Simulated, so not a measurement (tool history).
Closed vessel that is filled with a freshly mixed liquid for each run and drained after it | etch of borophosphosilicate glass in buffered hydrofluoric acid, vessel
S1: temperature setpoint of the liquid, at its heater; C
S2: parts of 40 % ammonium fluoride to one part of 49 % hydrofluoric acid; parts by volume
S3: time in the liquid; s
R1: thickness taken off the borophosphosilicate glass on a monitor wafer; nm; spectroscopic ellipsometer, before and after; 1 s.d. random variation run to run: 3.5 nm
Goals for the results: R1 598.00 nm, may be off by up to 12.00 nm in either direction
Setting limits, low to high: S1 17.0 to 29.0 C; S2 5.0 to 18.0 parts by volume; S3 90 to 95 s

| run | hour | S1 | S2 | S3 | R1 |
|---|---|---|---|---|---|
| 1 | 0.0 | 21.0 | 11.0 | 90 | 266.11 |
| 2 | 1.4 | 17.5 | 11.0 | 90 | 220.39 |
| 3 | 6.6 | 17.0 | 11.0 | 90 | 213.57 |
| 4 | 7.4 | 19.0 | 10.0 | 90 | 260.12 |
| 5 | 9.9 | 21.0 | 9.5 | 90 | 298.59 |
| 6 | 18.5 | 21.0 | 12.0 | 90 | 246.43 |
| 7 | 24.3 | 25.0 | 8.5 | 90 | 417.06 |
| 8 | 32.9 | 26.0 | 8.0 | 90 | 472.92 |
| 9 | 34.7 | 26.0 | 8.0 | 90 | 470.92 |
| 10 | 43.7 | 26.5 | 8.0 | 90 | 480.41 |
| 11 | 52.5 | 27.0 | 8.0 | 90 | 499.68 |
| 12 | 54.1 | 29.0 | 7.0 | 90 | 635.13 |
| 13 | 61.5 | 28.5 | 7.0 | 90 | 614.82 |
| 14 | 68.6 | 28.5 | 7.0 | 90 | 616.22 |

Exercise: of the 5 proposed moves below, exactly one satisfies all targets within the stated allowed misses. Which move is it?
| A | 75.7 | 27.5 | 6.5 | 95 | ? |
| B | 75.7 | 26.5 | 6.5 | 95 | ? |
| C | 75.7 | 28.5 | 7.0 | 95 | ? |
| D | 75.7 | 28.0 | 7.5 | 95 | ? |
| E | 75.7 | 29.0 | 7.0 | 95 | ? |

| move | R1 |
|---|---|
| A | 652.46 |
| B | 618.99 |
| C | 644.05 |
| D | 590.00 |
| E | 661.06 |
A: moves away from the targets compared with the last run
B: moves away from the targets compared with the last run
C: moves away from the targets compared with the last run
D: every result lands within tolerance
E: moves away from the targets compared with the last run
So the answer is move D, the one that meets all the targets.

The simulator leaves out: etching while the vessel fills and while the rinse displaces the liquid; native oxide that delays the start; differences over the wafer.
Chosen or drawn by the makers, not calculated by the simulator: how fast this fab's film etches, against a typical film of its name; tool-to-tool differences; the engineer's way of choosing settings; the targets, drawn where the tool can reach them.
